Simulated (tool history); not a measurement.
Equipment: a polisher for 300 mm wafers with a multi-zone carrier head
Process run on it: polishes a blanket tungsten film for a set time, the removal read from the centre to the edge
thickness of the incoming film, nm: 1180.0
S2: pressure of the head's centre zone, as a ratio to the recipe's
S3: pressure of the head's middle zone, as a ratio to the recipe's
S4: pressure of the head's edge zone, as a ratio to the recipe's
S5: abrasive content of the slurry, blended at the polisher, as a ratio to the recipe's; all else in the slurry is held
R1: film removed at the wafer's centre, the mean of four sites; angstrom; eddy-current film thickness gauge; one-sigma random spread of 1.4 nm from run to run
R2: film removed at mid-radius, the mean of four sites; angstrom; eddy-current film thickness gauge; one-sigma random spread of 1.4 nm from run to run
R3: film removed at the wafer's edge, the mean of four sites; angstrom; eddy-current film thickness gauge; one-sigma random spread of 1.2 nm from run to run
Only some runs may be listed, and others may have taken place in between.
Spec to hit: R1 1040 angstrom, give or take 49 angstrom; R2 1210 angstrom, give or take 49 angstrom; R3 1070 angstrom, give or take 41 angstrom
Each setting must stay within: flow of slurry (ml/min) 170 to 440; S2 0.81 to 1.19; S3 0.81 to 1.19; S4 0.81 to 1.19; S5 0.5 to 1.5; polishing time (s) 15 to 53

Run 1, day 0: flow of slurry (ml/min) 280, S2 1, S3 1, S4 1, S5 1, polishing time (s) 34. Result: R1 1583.6 angstrom, R2 1659.4 angstrom, R3 1622.2 angstrom.
Run 2, day 0.342: flow of slurry (ml/min) 280, S2 0.99, S3 1.01, S4 0.99, S5 0.95, polishing time (s) 33. Result: R1 1526.3 angstrom, R2 1596.7 angstrom, R3 1538.4 angstrom.
Run 3, day 0.579: flow of slurry (ml/min) 240, S2 0.99, S3 1.01, S4 0.99, S5 0.95, polishing time (s) 33. Result: R1 1512.2 angstrom, R2 1593.7 angstrom, R3 1519.1 angstrom.
Run 4, day 0.792: flow of slurry (ml/min) 240, S2 0.99, S3 1.01, S4 1.02, S5 0.95, polishing time (s) 33. Result: R1 1488.5 angstrom, R2 1608.2 angstrom, R3 1537 angstrom.
Run 5, day 1.075: flow of slurry (ml/min) 240, S2 0.99, S3 1.01, S4 1.02, S5 0.95, polishing time (s) 39. Result: R1 1810.5 angstrom, R2 1869.2 angstrom, R3 1854.3 angstrom.
Run 6, day 1.162: flow of slurry (ml/min) 235, S2 0.98, S3 1.01, S4 1.01, S5 0.9, polishing time (s) 37. Result: R1 1677.1 angstrom, R2 1760.6 angstrom, R3 1684.7 angstrom.
Run 7, day 1.492: flow of slurry (ml/min) 235, S2 0.96, S3 1.01, S4 1.01, S5 0.85, polishing time (s) 36. Result: R1 1602.3 angstrom, R2 1676.4 angstrom, R3 1674.9 angstrom.
Run 8, day 1.804: flow of slurry (ml/min) 230, S2 0.96, S3 1.02, S4 1, S5 0.8, polishing time (s) 34. Result: R1 1452.5 angstrom, R2 1584.4 angstrom, R3 1500.9 angstrom.
Run 9, day 2.167: flow of slurry (ml/min) 230, S2 0.95, S3 1.02, S4 0.99, S5 0.75, polishing time (s) 33. Result: R1 1383.6 angstrom, R2 1539.6 angstrom, R3 1462.1 angstrom.
Run 10, day 2.408: flow of slurry (ml/min) 225, S2 0.95, S3 1.02, S4 0.98, S5 0.7, polishing time (s) 32. Result: R1 1312.6 angstrom, R2 1463.2 angstrom, R3 1391.1 angstrom.
Run 11, day 2.646: flow of slurry (ml/min) 220, S2 0.95, S3 1.02, S4 0.97, S5 0.65, polishing time (s) 31. Result: R1 1274.3 angstrom, R2 1409.2 angstrom, R3 1341.8 angstrom.
Run 12, day 2.821: flow of slurry (ml/min) 220, S2 0.95, S3 1.03, S4 0.96, S5 0.65, polishing time (s) 30. Result: R1 1252.8 angstrom, R2 1366.6 angstrom, R3 1259 angstrom.
Run 13, day 3.017: flow of slurry (ml/min) 220, S2 0.94, S3 1.03, S4 0.95, S5 0.65, polishing time (s) 30. Result: R1 1191.8 angstrom, R2 1361.8 angstrom, R3 1259.9 angstrom.
Run 14, day 3.167: flow of slurry (ml/min) 220, S2 0.94, S3 1.03, S4 0.94, S5 0.65, polishing time (s) 30. Result: R1 1207.6 angstrom, R2 1346.8 angstrom, R3 1254.7 angstrom.
Run 15, day 3.196: flow of slurry (ml/min) 220, S2 0.94, S3 1.03, S4 0.93, S5 0.65, polishing time (s) 30. Result: R1 1224.3 angstrom, R2 1343.6 angstrom, R3 1242.6 angstrom.

Of the 4 settings listed for the next run, only one would bring every result within its allowed miss of target. Which one?
Run A, day 3.225: flow of slurry (ml/min) 245, S2 0.85, S3 1.06, S4 0.81, S5 0.55, polishing time (s) 31. Result: R1 ?, R2 ?, R3 ?.
Run B, day 3.225: flow of slurry (ml/min) 190, S2 1.01, S3 0.83, S4 0.99, S5 0.65, polishing time (s) 36. Result: R1 ?, R2 ?, R3 ?.
Run C, day 3.225: flow of slurry (ml/min) 180, S2 0.95, S3 1.08, S4 0.92, S5 0.9, polishing time (s) 25. Result: R1 ?, R2 ?, R3 ?.
Run D, day 3.225: flow of slurry (ml/min) 210, S2 0.93, S3 0.98, S4 0.91, S5 0.65, polishing time (s) 28. Result: R1 ?, R2 ?, R3 ?.

move      R1      R2      R3
   A  1115.1    1411  1195.6
   B  1536.9  1336.9  1524.7
   C  1060.2  1221.9  1081.6
   D  1114.7  1207.5  1151.7
A: about the same distance from the targets as the last run
B: moves away from the targets compared with the last run
C: meets every target
D: moves toward the targets from the last run without getting all of them in spec
Move C is the one to make.

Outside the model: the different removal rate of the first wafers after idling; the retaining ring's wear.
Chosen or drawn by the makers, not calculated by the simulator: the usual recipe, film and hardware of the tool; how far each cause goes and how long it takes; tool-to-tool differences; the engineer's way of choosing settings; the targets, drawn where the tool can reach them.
